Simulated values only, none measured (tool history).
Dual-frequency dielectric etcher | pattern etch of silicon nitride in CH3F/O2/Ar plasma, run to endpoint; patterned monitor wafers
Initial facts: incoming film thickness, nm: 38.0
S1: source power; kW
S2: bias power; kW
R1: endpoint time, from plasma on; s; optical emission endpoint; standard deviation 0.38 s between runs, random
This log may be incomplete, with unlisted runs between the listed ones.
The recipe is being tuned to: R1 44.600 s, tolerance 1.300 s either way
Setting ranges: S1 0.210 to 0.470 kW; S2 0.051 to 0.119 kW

run 1 hour=0.0 | S1=0.340 S2=0.085 | R1=52.158
run 2 hour=6.0 | S1=0.290 S2=0.085 | R1=54.834
run 3 hour=7.2 | S1=0.310 S2=0.088 | R1=53.246
run 4 hour=9.4 | S1=0.330 S2=0.090 | R1=51.107
run 5 hour=10.5 | S1=0.330 S2=0.103 | R1=47.838
run 6 hour=18.8 | S1=0.340 S2=0.104 | R1=48.417
run 7 hour=22.4 | S1=0.350 S2=0.105 | R1=46.895
run 8 hour=24.6 | S1=0.350 S2=0.106 | R1=46.302
run 9 hour=33.1 | S1=0.360 S2=0.107 | R1=46.022

Which single option among these 5 for the next run brings every result within its allowed miss of target? Just one does.
run A hour=41.6 | S1=0.280 S2=0.109 | R1=?
run B hour=41.6 | S1=0.350 S2=0.097 | R1=?
run C hour=41.6 | S1=0.330 S2=0.104 | R1=?
run D hour=41.6 | S1=0.470 S2=0.107 | R1=?
run E hour=41.6 | S1=0.390 S2=0.111 | R1=?

move=A R1=50.326
move=B R1=48.769
move=C R1=48.408
move=D R1=42.137
move=E R1=44.400
A: lands further from the targets than the last run did
B: lands further from the targets than the last run did
C: lands further from the targets than the last run did
D: pushes the last run's worst result past its target
E: in spec on every target
So the answer is move E, the one that meets all the targets.

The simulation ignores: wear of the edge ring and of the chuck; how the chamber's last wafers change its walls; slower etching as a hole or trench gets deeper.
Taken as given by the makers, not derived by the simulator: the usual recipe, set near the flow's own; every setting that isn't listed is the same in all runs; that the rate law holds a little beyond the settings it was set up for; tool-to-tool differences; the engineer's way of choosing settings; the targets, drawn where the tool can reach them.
